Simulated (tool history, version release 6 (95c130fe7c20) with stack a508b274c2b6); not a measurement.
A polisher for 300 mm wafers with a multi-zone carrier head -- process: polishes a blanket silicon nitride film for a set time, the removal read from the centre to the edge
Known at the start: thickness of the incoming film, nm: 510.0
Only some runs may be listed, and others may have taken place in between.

run	hour	flow of slurry (ml/min)	pressure of the head's centre zone	pressure of the head's middle zone	pressure of the head's edge zone	polishing time (s)	film removed at the wafer's centre (Å)	film removed at mid-radius (Å)	film removed at the wafer's edge (Å)
1	0.0	135	1.00	1.00	1.00	89	1436.80	1434.30	1431.00
2	6.9	135	1.00	1.00	1.00	77	1234.70	1261.60	1255.60
3	14.7	105	1.00	1.00	1.00	77	1199.20	1206.00	1260.60
4	19.3	105	1.00	1.07	1.00	77	1197.70	1276.10	1230.20
5	25.8	105	1.00	1.07	1.00	57	893.89	930.93	920.27
6	33.2	125	1.00	1.07	1.00	57	907.43	979.52	933.74
7	37.3	130	1.00	1.07	1.02	58	927.95	986.54	951.24

Predict the results of run 8:
8	38.3	130	1.00	1.07	1.02	58	?	?	?

Run 8 produced film removed at the wafer's centre (Å) 926.30, film removed at mid-radius (Å) 1009.00, film removed at the wafer's edge (Å) 948.99.
